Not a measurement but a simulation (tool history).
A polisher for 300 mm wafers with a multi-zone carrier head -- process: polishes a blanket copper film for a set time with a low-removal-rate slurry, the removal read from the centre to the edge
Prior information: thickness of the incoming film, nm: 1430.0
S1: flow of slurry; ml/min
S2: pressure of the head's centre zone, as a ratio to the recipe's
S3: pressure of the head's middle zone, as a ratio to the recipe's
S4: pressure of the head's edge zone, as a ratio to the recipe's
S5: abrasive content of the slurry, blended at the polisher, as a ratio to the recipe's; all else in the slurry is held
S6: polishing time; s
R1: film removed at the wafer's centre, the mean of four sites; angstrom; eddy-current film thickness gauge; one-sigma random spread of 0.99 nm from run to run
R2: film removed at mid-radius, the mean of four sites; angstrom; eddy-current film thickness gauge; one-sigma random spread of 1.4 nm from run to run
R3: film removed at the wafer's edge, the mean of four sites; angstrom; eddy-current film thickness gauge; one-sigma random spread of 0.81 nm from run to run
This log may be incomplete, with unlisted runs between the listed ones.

| run | hour | S1 | S2 | S3 | S4 | S5 | S6 | R1 | R2 | R3 |
|---|---|---|---|---|---|---|---|---|---|---|
| 1 | 0.0 | 160 | 1.00 | 1.00 | 1.00 | 1.00 | 57 | 1701.9 | 1737.3 | 1723.0 |
| 2 | 1.9 | 160 | 1.00 | 0.97 | 1.00 | 1.00 | 57 | 1707.8 | 1704.3 | 1729.5 |
| 3 | 8.5 | 160 | 1.00 | 0.97 | 1.00 | 0.85 | 57 | 1638.8 | 1604.0 | 1649.2 |
| 4 | 10.6 | 180 | 1.00 | 0.97 | 1.00 | 0.85 | 57 | 1648.0 | 1643.6 | 1658.5 |
| 5 | 13.6 | 185 | 0.99 | 0.98 | 0.97 | 0.80 | 56 | 1619.4 | 1607.3 | 1601.1 |
| 6 | 16.2 | 215 | 0.99 | 0.98 | 0.97 | 0.80 | 56 | 1628.9 | 1662.5 | 1638.6 |
| 7 | 20.5 | 205 | 0.98 | 0.99 | 0.94 | 0.75 | 55 | 1546.7 | 1577.9 | 1545.6 |
| 8 | 26.9 | 195 | 0.97 | 1.01 | 0.92 | 0.70 | 54 | 1460.7 | 1512.7 | 1457.0 |
| 9 | 31.6 | 185 | 0.97 | 1.02 | 0.90 | 0.65 | 54 | 1440.5 | 1491.1 | 1396.9 |

For run 10, what comes out?
| 10 | 32.8 | 175 | 0.96 | 1.02 | 0.88 | 0.65 | 54 | ? | ? | ? |

{"run 10": {"R1": 1379.8, "R2": 1486.6, "R3": 1386.9}}
